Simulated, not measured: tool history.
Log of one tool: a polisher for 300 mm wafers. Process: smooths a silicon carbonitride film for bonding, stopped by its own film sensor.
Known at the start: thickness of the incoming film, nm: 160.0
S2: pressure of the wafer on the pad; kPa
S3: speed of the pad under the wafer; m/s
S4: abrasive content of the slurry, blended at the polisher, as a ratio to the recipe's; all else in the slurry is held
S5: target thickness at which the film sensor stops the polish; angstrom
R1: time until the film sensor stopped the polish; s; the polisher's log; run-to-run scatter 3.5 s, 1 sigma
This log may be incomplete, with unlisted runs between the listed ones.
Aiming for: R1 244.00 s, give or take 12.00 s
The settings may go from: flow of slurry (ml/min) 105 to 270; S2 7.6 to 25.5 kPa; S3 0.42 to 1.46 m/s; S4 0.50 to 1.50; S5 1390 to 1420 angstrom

run 1 hour=0.0 | flow_of_slurry_(ml/min)=175 S2=16.5 S3=0.94 S4=1.00 S5=1390 | R1=101.11
run 2 hour=4.7 | flow_of_slurry_(ml/min)=175 S2=14.5 S3=0.84 S4=1.00 S5=1390 | R1=124.85
run 3 hour=8.2 | flow_of_slurry_(ml/min)=175 S2=12.4 S3=0.76 S4=1.00 S5=1390 | R1=151.23
run 4 hour=16.6 | flow_of_slurry_(ml/min)=175 S2=11.0 S3=0.70 S4=1.00 S5=1390 | R1=175.17
run 5 hour=17.7 | flow_of_slurry_(ml/min)=175 S2=11.0 S3=0.70 S4=1.00 S5=1420 | R1=150.22
run 6 hour=23.9 | flow_of_slurry_(ml/min)=175 S2=11.0 S3=0.78 S4=1.00 S5=1420 | R1=134.59
run 7 hour=32.0 | flow_of_slurry_(ml/min)=175 S2=10.3 S3=0.68 S4=1.00 S5=1420 | R1=156.05
run 8 hour=39.0 | flow_of_slurry_(ml/min)=175 S2=9.7 S3=0.62 S4=0.95 S5=1420 | R1=182.00
run 9 hour=47.3 | flow_of_slurry_(ml/min)=175 S2=9.0 S3=0.58 S4=0.95 S5=1420 | R1=199.50
run 10 hour=50.8 | flow_of_slurry_(ml/min)=175 S2=7.6 S3=0.46 S4=0.95 S5=1420 | R1=270.57

Pick the move, out of 5, that brings all results within their allowed miss; only one does.
run A hour=54.3 | flow_of_slurry_(ml/min)=205 S2=7.6 S3=0.48 S4=1.10 S5=1390 | R1=?
run B hour=54.3 | flow_of_slurry_(ml/min)=170 S2=7.6 S3=0.50 S4=0.95 S5=1400 | R1=?
run C hour=54.3 | flow_of_slurry_(ml/min)=215 S2=7.6 S3=0.50 S4=0.95 S5=1400 | R1=?
run D hour=54.3 | flow_of_slurry_(ml/min)=125 S2=11.0 S3=0.48 S4=0.90 S5=1410 | R1=?
run E hour=54.3 | flow_of_slurry_(ml/min)=200 S2=9.0 S3=0.50 S4=0.95 S5=1420 | R1=?

move=A R1=272.47
move=B R1=280.87
move=C R1=265.77
move=D R1=247.72
move=E R1=220.15
A: its largest miss is bigger than the last run's
B: its largest miss is bigger than the last run's
C: closer than the last run, but not yet in spec
D: all results in spec
E: carries the result that was furthest off beyond its target, to the other side
Answer: D

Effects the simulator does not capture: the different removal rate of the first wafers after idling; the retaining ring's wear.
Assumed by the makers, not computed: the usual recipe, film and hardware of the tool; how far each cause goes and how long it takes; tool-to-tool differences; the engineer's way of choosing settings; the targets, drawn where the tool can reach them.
